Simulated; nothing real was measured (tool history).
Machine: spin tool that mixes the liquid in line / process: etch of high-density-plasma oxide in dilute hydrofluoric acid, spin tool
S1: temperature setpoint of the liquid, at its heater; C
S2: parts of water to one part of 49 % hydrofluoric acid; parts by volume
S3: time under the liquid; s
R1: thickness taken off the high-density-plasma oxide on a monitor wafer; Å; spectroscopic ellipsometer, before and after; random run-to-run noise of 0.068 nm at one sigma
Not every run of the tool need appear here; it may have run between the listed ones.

run,day,S1,S2,S3,R1
1,0.000,22.0,240,265,52.341
2,0.146,22.0,280,265,43.250
3,0.229,24.0,240,265,56.758
4,0.254,24.0,240,285,60.515
5,0.392,24.0,325,285,41.354
6,0.492,25.5,275,285,54.398
7,0.738,26.5,235,285,68.502
8,0.900,30.0,140,285,144.740
9,1.238,29.0,140,285,141.620

Expected results for the next run?
10,1.446,28.0,140,285,?

Run 10 produced R1 134.340 Å.

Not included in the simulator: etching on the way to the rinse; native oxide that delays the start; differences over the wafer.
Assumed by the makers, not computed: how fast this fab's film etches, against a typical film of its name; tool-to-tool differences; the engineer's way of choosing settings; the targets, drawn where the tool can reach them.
